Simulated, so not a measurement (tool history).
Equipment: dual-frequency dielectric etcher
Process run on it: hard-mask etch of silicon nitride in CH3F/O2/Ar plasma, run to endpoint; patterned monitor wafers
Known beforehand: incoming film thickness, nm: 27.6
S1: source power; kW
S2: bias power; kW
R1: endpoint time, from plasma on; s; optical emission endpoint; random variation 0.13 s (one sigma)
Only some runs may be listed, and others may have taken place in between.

run 1 hour=0 | S1=0.38 S2=0.098 | R1=37.26
run 2 hour=4.9 | S1=0.45 S2=0.098 | R1=35.786
run 3 hour=13.3 | S1=0.5 S2=0.098 | R1=34.73
run 4 hour=15.4 | S1=0.54 S2=0.098 | R1=33.985
run 5 hour=19.6 | S1=0.48 S2=0.096 | R1=35.235
run 6 hour=21.3 | S1=0.48 S2=0.083 | R1=37.206

Forecast run 7:
run 7 hour=22.6 | S1=0.45 S2=0.082 | R1=?

R1: 38.017 s
